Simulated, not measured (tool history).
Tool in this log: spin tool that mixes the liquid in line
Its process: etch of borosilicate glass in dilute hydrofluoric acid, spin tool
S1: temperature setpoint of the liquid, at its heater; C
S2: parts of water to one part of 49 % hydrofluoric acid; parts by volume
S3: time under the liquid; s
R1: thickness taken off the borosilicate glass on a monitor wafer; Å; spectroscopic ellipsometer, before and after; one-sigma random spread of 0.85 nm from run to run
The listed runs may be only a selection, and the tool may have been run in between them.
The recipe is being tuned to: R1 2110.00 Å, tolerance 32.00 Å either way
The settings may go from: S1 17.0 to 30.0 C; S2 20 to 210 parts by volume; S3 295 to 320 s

run    day    S1   S2   S3       R1
  1  0.000  22.0  115  295   766.72
  2  0.083  19.0  115  295   679.44
  3  0.296  22.5   90  295  1022.60
  4  0.492  26.0   90  295  1180.20
  5  0.871  26.0   90  295  1173.80
  6  1.125  28.5   90  295  1296.50
  7  1.358  30.0   40  295  3356.70
  8  1.571  27.0   40  295  2964.40
  9  1.933  24.0   40  295  2621.00
 10  2.146  22.0   40  295  2388.00
 11  2.183  21.0   40  295  2315.70
 12  2.300  20.0   40  295  2208.80
 13  2.392  20.0   40  295  2205.10
 14  2.612  19.5   40  295  2163.10

Exercise: of the 5 proposed moves below, exactly one satisfies all targets within the stated allowed misses. Which move is it?
  A  2.833  20.0  45  310   ?
  B  2.833  20.5  45  300   ?
  C  2.833  22.5  50  320   ?
  D  2.833  24.5  55  315   ?
  E  2.833  22.0  50  315   ?

move       R1
   A  2064.80
   B  2041.10
   C  2118.10
   D  2045.00
   E  2042.00
A: pushes the last run's worst result past its target
B: pushes the last run's worst result past its target
C: in spec on every target
D: pushes the last run's worst result past its target
E: pushes the last run's worst result past its target
Go with C: it meets all targets.
